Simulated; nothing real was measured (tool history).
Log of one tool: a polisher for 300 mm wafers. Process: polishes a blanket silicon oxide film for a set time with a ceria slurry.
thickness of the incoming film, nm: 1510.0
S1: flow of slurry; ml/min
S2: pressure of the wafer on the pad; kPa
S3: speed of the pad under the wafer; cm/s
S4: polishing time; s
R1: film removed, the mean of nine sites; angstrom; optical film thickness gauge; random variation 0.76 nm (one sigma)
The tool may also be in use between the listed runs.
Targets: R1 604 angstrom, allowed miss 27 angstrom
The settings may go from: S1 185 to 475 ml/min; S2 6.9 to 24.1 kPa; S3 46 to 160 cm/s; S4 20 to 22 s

Run 1, hour 0: S1 305 ml/min, S2 15.2 kPa, S3 102 cm/s, S4 22 s. Result: R1 738.77 angstrom.
Run 2, hour 6.9: S1 305 ml/min, S2 15.2 kPa, S3 102 cm/s, S4 22 s. Result: R1 728.31 angstrom.
Run 3, hour 8.9: S1 305 ml/min, S2 15.2 kPa, S3 116 cm/s, S4 22 s. Result: R1 807.62 angstrom.
Run 4, hour 11.9: S1 305 ml/min, S2 15.2 kPa, S3 100 cm/s, S4 22 s. Result: R1 722.76 angstrom.
Run 5, hour 15.4: S1 305 ml/min, S2 18.6 kPa, S3 100 cm/s, S4 22 s. Result: R1 829.35 angstrom.
Run 6, hour 21.9: S1 305 ml/min, S2 15.9 kPa, S3 100 cm/s, S4 22 s. Result: R1 733.89 angstrom.
Run 7, hour 28.4: S1 305 ml/min, S2 15.2 kPa, S3 100 cm/s, S4 22 s. Result: R1 736.23 angstrom.
Run 8, hour 33.2: S1 305 ml/min, S2 14.5 kPa, S3 100 cm/s, S4 22 s. Result: R1 709.86 angstrom.
Run 9, hour 40.7: S1 305 ml/min, S2 13.8 kPa, S3 100 cm/s, S4 22 s. Result: R1 677.97 angstrom.

5 next moves are on the table. One of them brings every result within its allowed miss. Which?
Run A, hour 48.2: S1 295 ml/min, S2 15.9 kPa, S3 116 cm/s, S4 22 s. Result: R1 ?.
Run B, hour 48.2: S1 300 ml/min, S2 13.1 kPa, S3 120 cm/s, S4 22 s. Result: R1 ?.
Run C, hour 48.2: S1 345 ml/min, S2 11 kPa, S3 104 cm/s, S4 20 s. Result: R1 ?.
Run D, hour 48.2: S1 325 ml/min, S2 11 kPa, S3 104 cm/s, S4 20 s. Result: R1 ?.
Run E, hour 48.2: S1 285 ml/min, S2 14.5 kPa, S3 96 cm/s, S4 20 s. Result: R1 ?.

move      R1
   A  836.86
   B  753.61
   C  555.16
   D  552.65
   E  617.18
A: further off than the last run
B: further off than the last run
C: takes the result that was furthest off past its target
D: takes the result that was furthest off past its target
E: meets every target
The right move is E.
